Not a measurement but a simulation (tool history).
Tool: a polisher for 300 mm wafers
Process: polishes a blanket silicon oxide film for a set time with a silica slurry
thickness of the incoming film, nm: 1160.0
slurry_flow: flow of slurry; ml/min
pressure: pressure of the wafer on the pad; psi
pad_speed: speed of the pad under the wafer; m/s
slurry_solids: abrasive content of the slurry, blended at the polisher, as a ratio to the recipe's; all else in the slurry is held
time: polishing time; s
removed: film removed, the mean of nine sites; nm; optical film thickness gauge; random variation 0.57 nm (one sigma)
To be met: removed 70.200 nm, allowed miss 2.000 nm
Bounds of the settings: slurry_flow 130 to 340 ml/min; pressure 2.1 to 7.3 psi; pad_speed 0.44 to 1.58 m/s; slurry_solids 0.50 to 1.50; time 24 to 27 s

Run 1, hour 0.0: slurry_flow 220 ml/min, pressure 4.7 psi, pad_speed 1.00 m/s, slurry_solids 1.00, time 27 s. Result: removed 87.166 nm.
Run 2, hour 0.5: slurry_flow 220 ml/min, pressure 4.5 psi, pad_speed 1.00 m/s, slurry_solids 1.00, time 27 s. Result: removed 84.003 nm.
Run 3, hour 1.4: slurry_flow 220 ml/min, pressure 4.4 psi, pad_speed 1.00 m/s, slurry_solids 1.00, time 27 s. Result: removed 82.502 nm.
Run 4, hour 4.3: slurry_flow 220 ml/min, pressure 4.3 psi, pad_speed 1.00 m/s, slurry_solids 1.00, time 27 s. Result: removed 80.336 nm.
Run 5, hour 6.4: slurry_flow 220 ml/min, pressure 4.2 psi, pad_speed 1.00 m/s, slurry_solids 1.00, time 27 s. Result: removed 78.538 nm.
Run 6, hour 10.1: slurry_flow 220 ml/min, pressure 4.1 psi, pad_speed 1.00 m/s, slurry_solids 1.00, time 27 s. Result: removed 76.063 nm.
Run 7, hour 14.9: slurry_flow 220 ml/min, pressure 4.0 psi, pad_speed 1.00 m/s, slurry_solids 1.00, time 27 s. Result: removed 76.308 nm.
Run 8, hour 23.3: slurry_flow 220 ml/min, pressure 3.9 psi, pad_speed 1.00 m/s, slurry_solids 1.00, time 27 s. Result: removed 73.153 nm.

5 next moves are on the table. One of them brings every result within its allowed miss. Which?
Run A, hour 31.7: slurry_flow 270 ml/min, pressure 3.5 psi, pad_speed 1.26 m/s, slurry_solids 1.00, time 27 s. Result: removed ?.
Run B, hour 31.7: slurry_flow 260 ml/min, pressure 5.1 psi, pad_speed 0.72 m/s, slurry_solids 0.85, time 26 s. Result: removed ?.
Run C, hour 31.7: slurry_flow 215 ml/min, pressure 4.1 psi, pad_speed 1.14 m/s, slurry_solids 0.90, time 26 s. Result: removed ?.
Run D, hour 31.7: slurry_flow 195 ml/min, pressure 3.5 psi, pad_speed 1.32 m/s, slurry_solids 1.05, time 27 s. Result: removed ?.
Run E, hour 31.7: slurry_flow 215 ml/min, pressure 4.2 psi, pad_speed 1.02 m/s, slurry_solids 1.05, time 27 s. Result: removed ?.

move  removed
   A   76.679
   B   70.448
   C   73.900
   D   77.783
   E   81.131
A: further off than the last run
B: meets every target
C: further off than the last run
D: further off than the last run
E: further off than the last run
Answer: B

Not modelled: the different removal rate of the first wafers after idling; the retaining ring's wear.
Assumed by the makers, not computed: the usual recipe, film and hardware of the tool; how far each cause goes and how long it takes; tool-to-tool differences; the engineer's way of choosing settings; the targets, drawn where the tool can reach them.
